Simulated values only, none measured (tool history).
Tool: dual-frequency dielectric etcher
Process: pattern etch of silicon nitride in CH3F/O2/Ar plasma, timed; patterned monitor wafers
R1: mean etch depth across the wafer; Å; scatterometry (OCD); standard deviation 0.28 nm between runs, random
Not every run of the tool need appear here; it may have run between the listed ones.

{"run": 1, "hour": 0.0, "source power (W)": 390, "bias power (W)": 98, "etch time (s)": 65.5, "R1": 487.9}
{"run": 2, "hour": 7.9, "source power (W)": 450, "bias power (W)": 98, "etch time (s)": 65.5, "R1": 513.37}
{"run": 3, "hour": 11.0, "source power (W)": 520, "bias power (W)": 98, "etch time (s)": 65.5, "R1": 539.78}
{"run": 4, "hour": 13.6, "source power (W)": 520, "bias power (W)": 98, "etch time (s)": 68.5, "R1": 558.94}
{"run": 5, "hour": 15.6, "source power (W)": 510, "bias power (W)": 94, "etch time (s)": 68.0, "R1": 544.03}
{"run": 6, "hour": 19.8, "source power (W)": 510, "bias power (W)": 94, "etch time (s)": 65.5, "R1": 529.59}

What will run 7 give?
{"run": 7, "hour": 24.5, "source power (W)": 490, "bias power (W)": 91, "etch time (s)": 65.5, "R1": "?"}

{"run 7": {"R1": 517.03}}
